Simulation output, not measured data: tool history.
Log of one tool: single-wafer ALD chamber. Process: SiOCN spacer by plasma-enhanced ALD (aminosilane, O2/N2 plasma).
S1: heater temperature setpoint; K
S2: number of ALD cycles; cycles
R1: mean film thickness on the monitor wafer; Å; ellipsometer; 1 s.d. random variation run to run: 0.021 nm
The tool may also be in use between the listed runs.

{"run": 1, "hour": 0.0, "S1": 683.15, "S2": 97, "R1": 56.977}
{"run": 2, "hour": 6.2, "S1": 683.15, "S2": 102, "R1": 59.054}
{"run": 3, "hour": 10.9, "S1": 686.15, "S2": 96, "R1": 55.331}
{"run": 4, "hour": 16.2, "S1": 689.15, "S2": 92, "R1": 52.414}
{"run": 5, "hour": 24.2, "S1": 689.15, "S2": 99, "R1": 56.841}
{"hour": 31.1, "done": "thermocouple changed; heater temperature recalibrated"}
{"run": 6, "hour": 31.1, "S1": 690.15, "S2": 94, "R1": 54.282}
{"run": 7, "hour": 39.8, "S1": 690.15, "S2": 90, "R1": 52.21}
{"run": 8, "hour": 41.1, "S1": 691.15, "S2": 87, "R1": 50.465}

Run 9 has not been measured yet. What should we expect?
{"run": 9, "hour": 46.4, "S1": 692.15, "S2": 85, "R1": "?"}

Run 9 yielded R1 49.353 Å.
